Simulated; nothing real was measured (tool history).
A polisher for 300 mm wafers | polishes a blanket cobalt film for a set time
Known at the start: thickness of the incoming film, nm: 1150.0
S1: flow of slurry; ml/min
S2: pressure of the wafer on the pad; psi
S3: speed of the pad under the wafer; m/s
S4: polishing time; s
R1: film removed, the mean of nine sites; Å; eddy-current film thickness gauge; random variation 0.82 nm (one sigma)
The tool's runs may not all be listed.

run	hour	S1	S2	S3	S4	R1
1	0	170	1.4	1.2	41	1508.4
2	5.2	170	1.4	1.36	41	1691.3
3	7.9	170	1.4	1.08	41	1364.2
4	13.8	165	1.4	1.08	41	1342.7
5	19.2	205	1.4	1.08	41	1411.5
6	21.8	240	1.4	1.08	41	1450.3
7	27.6	230	1.3	1.08	41	1370.3

Run 8 comes next. What will it give?
8	33.4	215	1.3	1.08	41	?

Run 8 gave R1 1340 Å.
